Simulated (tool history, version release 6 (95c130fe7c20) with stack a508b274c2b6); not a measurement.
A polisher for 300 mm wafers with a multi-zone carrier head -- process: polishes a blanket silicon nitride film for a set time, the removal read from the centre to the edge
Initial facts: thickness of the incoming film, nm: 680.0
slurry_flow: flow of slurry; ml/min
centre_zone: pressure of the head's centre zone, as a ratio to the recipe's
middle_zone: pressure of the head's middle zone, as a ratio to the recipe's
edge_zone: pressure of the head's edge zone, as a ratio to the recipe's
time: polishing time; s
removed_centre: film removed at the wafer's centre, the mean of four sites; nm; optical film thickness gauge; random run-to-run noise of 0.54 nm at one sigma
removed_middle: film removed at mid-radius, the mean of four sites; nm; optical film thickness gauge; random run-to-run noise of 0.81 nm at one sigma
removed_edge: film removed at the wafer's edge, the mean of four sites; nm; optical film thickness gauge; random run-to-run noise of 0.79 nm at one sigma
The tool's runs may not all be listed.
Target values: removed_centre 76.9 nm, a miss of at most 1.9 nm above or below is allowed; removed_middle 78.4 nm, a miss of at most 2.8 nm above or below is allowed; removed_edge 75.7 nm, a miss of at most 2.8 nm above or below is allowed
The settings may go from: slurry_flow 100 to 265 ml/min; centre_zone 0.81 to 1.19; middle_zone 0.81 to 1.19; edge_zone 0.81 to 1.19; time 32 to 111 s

run 1 hour=0 | slurry_flow=170 centre_zone=1 middle_zone=1 edge_zone=1 time=71 | removed_centre=120.66 removed_middle=122.4 removed_edge=125.19
run 2 hour=1.4 | slurry_flow=170 centre_zone=1 middle_zone=1 edge_zone=0.98 time=68 | removed_centre=116.39 removed_middle=116.81 removed_edge=116.54
run 3 hour=6.7 | slurry_flow=165 centre_zone=0.99 middle_zone=0.99 edge_zone=0.96 time=66 | removed_centre=110.84 removed_middle=113.37 removed_edge=111.27
run 4 hour=13.2 | slurry_flow=160 centre_zone=0.98 middle_zone=0.97 edge_zone=0.95 time=64 | removed_centre=104.76 removed_middle=107.09 removed_edge=106.71
run 5 hour=16.7 | slurry_flow=160 centre_zone=0.98 middle_zone=0.96 edge_zone=0.94 time=62 | removed_centre=102.55 removed_middle=103.62 removed_edge=103.14
run 6 hour=17.8 | slurry_flow=160 centre_zone=0.98 middle_zone=1.01 edge_zone=0.94 time=62 | removed_centre=102.75 removed_middle=105.68 removed_edge=102.88
run 7 hour=22.6 | slurry_flow=160 centre_zone=0.98 middle_zone=1 edge_zone=0.93 time=60 | removed_centre=99.088 removed_middle=100.9 removed_edge=100.45
run 8 hour=29.4 | slurry_flow=160 centre_zone=0.98 middle_zone=1 edge_zone=0.92 time=59 | removed_centre=97.279 removed_middle=100.67 removed_edge=95.584
run 9 hour=30.3 | slurry_flow=135 centre_zone=0.9 middle_zone=0.9 edge_zone=0.82 time=48 | removed_centre=68.557 removed_middle=74.277 removed_edge=72.912
run 10 hour=34.6 | slurry_flow=140 centre_zone=0.9 middle_zone=0.9 edge_zone=0.82 time=48 | removed_centre=70.206 removed_middle=76.65 removed_edge=74.446
run 11 hour=37.2 | slurry_flow=145 centre_zone=0.91 middle_zone=0.9 edge_zone=0.82 time=48 | removed_centre=72.816 removed_middle=74.845 removed_edge=75.039
run 12 hour=38.9 | slurry_flow=145 centre_zone=0.91 middle_zone=0.91 edge_zone=0.82 time=48 | removed_centre=71.332 removed_middle=75.97 removed_edge=76.034
run 13 hour=44.4 | slurry_flow=145 centre_zone=0.92 middle_zone=0.92 edge_zone=0.82 time=48 | removed_centre=71.781 removed_middle=75.078 removed_edge=74.987
run 14 hour=50.8 | slurry_flow=150 centre_zone=0.93 middle_zone=0.94 edge_zone=0.82 time=48 | removed_centre=74.038 removed_middle=78.926 removed_edge=74.093

Which of these 5 next moves meets every target?
run A hour=57.2 | slurry_flow=150 centre_zone=0.87 middle_zone=0.98 edge_zone=0.87 time=49 | removed_centre=? removed_middle=? removed_edge=?
run B hour=57.2 | slurry_flow=130 centre_zone=0.92 middle_zone=1.04 edge_zone=0.83 time=49 | removed_centre=? removed_middle=? removed_edge=?
run C hour=57.2 | slurry_flow=190 centre_zone=0.94 middle_zone=0.99 edge_zone=0.81 time=44 | removed_centre=? removed_middle=? removed_edge=?
run D hour=57.2 | slurry_flow=235 centre_zone=0.96 middle_zone=0.95 edge_zone=0.89 time=45 | removed_centre=? removed_middle=? removed_edge=?
run E hour=57.2 | slurry_flow=150 centre_zone=0.98 middle_zone=0.86 edge_zone=0.81 time=50 | removed_centre=? removed_middle=? removed_edge=?

move=A removed_centre=71.186 removed_middle=81.326 removed_edge=77.559
move=B removed_centre=72.51 removed_middle=80.935 removed_edge=74.118
move=C removed_centre=72.663 removed_middle=76.7 removed_edge=69.693
move=D removed_centre=78.563 removed_middle=79.311 removed_edge=76.099
move=E removed_centre=81.864 removed_middle=78.069 removed_edge=76.743
A: further off than the last run
B: further off than the last run
C: further off than the last run
D: each result inside its tolerance
E: carries the result that was furthest off beyond its target, to the other side
The right move is D.
